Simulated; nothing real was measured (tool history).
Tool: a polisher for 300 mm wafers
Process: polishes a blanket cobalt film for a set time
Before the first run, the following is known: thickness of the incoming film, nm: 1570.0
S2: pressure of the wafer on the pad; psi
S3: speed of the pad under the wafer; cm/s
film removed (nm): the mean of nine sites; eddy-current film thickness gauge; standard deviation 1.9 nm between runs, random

run 1 hour=0.0 | flow_of_slurry_(ml/min)=250 S2=2.1 S3=84 polishing_time_(s)=62 | film_removed_(nm)=274.31
run 2 hour=2.8 | flow_of_slurry_(ml/min)=250 S2=1.6 S3=84 polishing_time_(s)=62 | film_removed_(nm)=207.79
run 3 hour=9.7 | flow_of_slurry_(ml/min)=250 S2=1.3 S3=84 polishing_time_(s)=62 | film_removed_(nm)=170.66
run 4 hour=15.1 | flow_of_slurry_(ml/min)=250 S2=1.3 S3=84 polishing_time_(s)=62 | film_removed_(nm)=173.58
-- hour=18.1 worn pad replaced by a new one
run 5 hour=18.1 | flow_of_slurry_(ml/min)=255 S2=1.4 S3=84 polishing_time_(s)=62 | film_removed_(nm)=207.51
run 6 hour=20.5 | flow_of_slurry_(ml/min)=260 S2=1.4 S3=84 polishing_time_(s)=62 | film_removed_(nm)=208.60
run 7 hour=26.1 | flow_of_slurry_(ml/min)=265 S2=1.4 S3=84 polishing_time_(s)=62 | film_removed_(nm)=207.05

Run 8 comes next. What will it give?
run 8 hour=31.8 | flow_of_slurry_(ml/min)=270 S2=1.4 S3=84 polishing_time_(s)=62 | film_removed_(nm)=?

film removed (nm): 205.23
